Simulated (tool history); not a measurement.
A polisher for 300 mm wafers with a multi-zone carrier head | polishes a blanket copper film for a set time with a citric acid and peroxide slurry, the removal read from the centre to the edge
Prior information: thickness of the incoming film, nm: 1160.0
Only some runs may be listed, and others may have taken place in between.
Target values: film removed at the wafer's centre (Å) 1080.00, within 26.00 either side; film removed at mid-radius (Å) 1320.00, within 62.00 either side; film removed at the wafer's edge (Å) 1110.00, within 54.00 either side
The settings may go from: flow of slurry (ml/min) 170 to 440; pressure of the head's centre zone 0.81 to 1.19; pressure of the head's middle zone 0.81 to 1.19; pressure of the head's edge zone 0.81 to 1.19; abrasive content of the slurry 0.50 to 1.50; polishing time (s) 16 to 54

| run | hour | flow of slurry (ml/min) | pressure of the head's centre zone | pressure of the head's middle zone | pressure of the head's edge zone | abrasive content of the slurry | polishing time (s) | film removed at the wafer's centre (Å) | film removed at mid-radius (Å) | film removed at the wafer's edge (Å) |
|---|---|---|---|---|---|---|---|---|---|---|
| 1 | 0.0 | 280 | 1.00 | 1.00 | 1.00 | 1.00 | 35 | 913.70 | 927.40 | 947.42 |
| 2 | 3.7 | 280 | 0.96 | 1.00 | 1.00 | 1.00 | 35 | 881.32 | 927.94 | 927.19 |
| 3 | 10.1 | 290 | 0.96 | 1.04 | 1.00 | 1.10 | 35 | 902.31 | 984.22 | 931.47 |
| 4 | 11.6 | 290 | 0.96 | 1.04 | 0.92 | 1.10 | 35 | 912.77 | 987.16 | 886.75 |
| 5 | 13.9 | 290 | 0.96 | 1.04 | 0.88 | 1.10 | 35 | 904.42 | 986.79 | 902.22 |
| 6 | 20.5 | 275 | 0.95 | 1.05 | 0.89 | 1.20 | 36 | 929.43 | 1057.40 | 960.20 |
| 7 | 26.3 | 320 | 1.03 | 1.15 | 0.99 | 1.45 | 36 | 1091.60 | 1188.40 | 1061.00 |
| 8 | 35.3 | 320 | 1.02 | 1.16 | 0.98 | 1.45 | 36 | 1081.20 | 1212.10 | 1084.40 |
| 9 | 42.9 | 320 | 1.01 | 1.17 | 0.97 | 1.45 | 36 | 1072.10 | 1234.60 | 1060.00 |
| 10 | 51.9 | 320 | 1.00 | 1.17 | 0.97 | 1.45 | 36 | 1049.70 | 1218.20 | 1024.70 |

Of the 5 settings listed for the next run, only one would bring every result within its allowed miss of target. Which one?
| A | 60.9 | 345 | 0.92 | 1.19 | 1.05 | 1.45 | 43 | ? | ? | ? |
| B | 60.9 | 220 | 0.94 | 1.15 | 0.90 | 1.50 | 40 | ? | ? | ? |
| C | 60.9 | 300 | 0.92 | 1.13 | 0.93 | 1.40 | 44 | ? | ? | ? |
| D | 60.9 | 305 | 0.94 | 1.19 | 1.00 | 1.45 | 42 | ? | ? | ? |
| E | 60.9 | 275 | 0.99 | 0.99 | 1.08 | 1.50 | 37 | ? | ? | ? |

| move | film removed at the wafer's centre (Å) | film removed at mid-radius (Å) | film removed at the wafer's edge (Å) |
|---|---|---|---|
| A | 1153.20 | 1512.20 | 1300.80 |
| B | 1067.10 | 1334.70 | 1107.80 |
| C | 1155.80 | 1451.90 | 1235.50 |
| D | 1140.40 | 1464.70 | 1232.70 |
| E | 1058.30 | 1104.40 | 1135.10 |
A: pushes the last run's worst result past its target
B: all results land within tolerance of their targets
C: pushes the last run's worst result past its target
D: pushes the last run's worst result past its target
E: lands further from the targets than the last run did
The move that meets every target is B.
